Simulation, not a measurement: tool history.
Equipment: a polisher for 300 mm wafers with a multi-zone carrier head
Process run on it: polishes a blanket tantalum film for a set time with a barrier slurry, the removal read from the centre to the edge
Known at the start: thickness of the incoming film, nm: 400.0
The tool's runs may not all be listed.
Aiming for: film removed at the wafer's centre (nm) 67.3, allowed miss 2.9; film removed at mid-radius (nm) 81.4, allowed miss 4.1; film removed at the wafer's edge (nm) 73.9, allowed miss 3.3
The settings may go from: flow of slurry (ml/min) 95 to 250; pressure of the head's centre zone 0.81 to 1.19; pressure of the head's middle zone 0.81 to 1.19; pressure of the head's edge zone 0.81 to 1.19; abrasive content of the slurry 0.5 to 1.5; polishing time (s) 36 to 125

run,hour,flow of slurry (ml/min),pressure of the head's centre zone,pressure of the head's middle zone,pressure of the head's edge zone,abrasive content of the slurry,polishing time (s),film removed at the wafer's centre (nm),film removed at mid-radius (nm),film removed at the wafer's edge (nm)
1,0,160,1,1,1,1,80,128.16,127.5,122.42
2,8.9,160,1,1,1,0.85,80,118.85,119.7,112.98
3,15,150,0.95,0.99,0.98,0.75,75,98.928,103.76,100.67
4,20.5,145,0.92,1.01,0.95,0.65,72,81.636,90.826,84.796
5,21.4,135,0.9,1.01,0.93,0.65,72,79.333,89.468,84.635
6,26.6,130,0.88,1.02,0.9,0.6,72,74.497,85.525,78.553
7,29.5,125,0.87,1.02,0.89,0.6,72,70.537,86.427,76.582
8,34.1,105,0.87,0.98,0.88,0.55,72,66.274,75.461,70.827

Below are 5 possible settings for the next run. Only one of them brings all results inside the allowed miss of their targets. Which is it?
A,38.7,95,0.94,0.9,0.89,0.5,77,?,?,?
B,38.7,155,0.89,1.16,0.81,0.5,74,?,?,?
C,38.7,95,0.89,0.85,0.98,0.5,82,?,?,?
D,38.7,125,0.91,0.85,0.91,0.6,64,?,?,?
E,38.7,115,0.84,1.01,0.86,0.55,75,?,?,?

move,film removed at the wafer's centre (nm),film removed at mid-radius (nm),film removed at the wafer's edge (nm)
A,67.479,68.596,69.19
B,67.211,86.777,67.173
C,67.986,70.014,77.119
D,67.13,67.153,70.464
E,66.668,82.474,74.147
A: lands further from the targets than the last run did
B: carries the result that was furthest off beyond its target, to the other side
C: lands further from the targets than the last run did
D: lands further from the targets than the last run did
E: in spec on every target
Move E is the one to make.

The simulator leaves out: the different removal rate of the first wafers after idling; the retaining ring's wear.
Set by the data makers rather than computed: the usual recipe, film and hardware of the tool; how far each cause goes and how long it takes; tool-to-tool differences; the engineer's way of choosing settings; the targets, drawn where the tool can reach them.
